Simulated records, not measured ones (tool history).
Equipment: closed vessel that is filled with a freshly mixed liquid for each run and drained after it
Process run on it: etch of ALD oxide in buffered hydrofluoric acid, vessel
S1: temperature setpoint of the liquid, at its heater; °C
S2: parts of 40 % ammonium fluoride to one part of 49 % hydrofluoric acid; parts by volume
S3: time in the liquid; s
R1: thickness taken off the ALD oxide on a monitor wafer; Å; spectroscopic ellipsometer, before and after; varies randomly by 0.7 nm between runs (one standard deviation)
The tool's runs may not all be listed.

| run | hour | S1 | S2 | S3 | R1 |
|---|---|---|---|---|---|
| 1 | 0.0 | 22.0 | 23.5 | 30 | 300.92 |
| 2 | 8.7 | 19.5 | 23.5 | 30 | 264.97 |
| 3 | 13.6 | 22.0 | 19.5 | 30 | 350.03 |
| 4 | 15.8 | 25.5 | 19.5 | 30 | 421.73 |
| 5 | 18.9 | 29.0 | 19.5 | 30 | 520.37 |
| 6 | 20.4 | 29.5 | 17.5 | 30 | 572.70 |
| 7 | 23.1 | 29.5 | 16.0 | 30 | 644.14 |
| 8 | 24.5 | 29.5 | 15.5 | 30 | 643.25 |
| 9 | 31.2 | 30.0 | 13.0 | 30 | 797.81 |

Run 10 comes next. What will it give?
| 10 | 37.1 | 29.5 | 13.0 | 30 | ? |

{"run 10": {"R1": 782.47}}
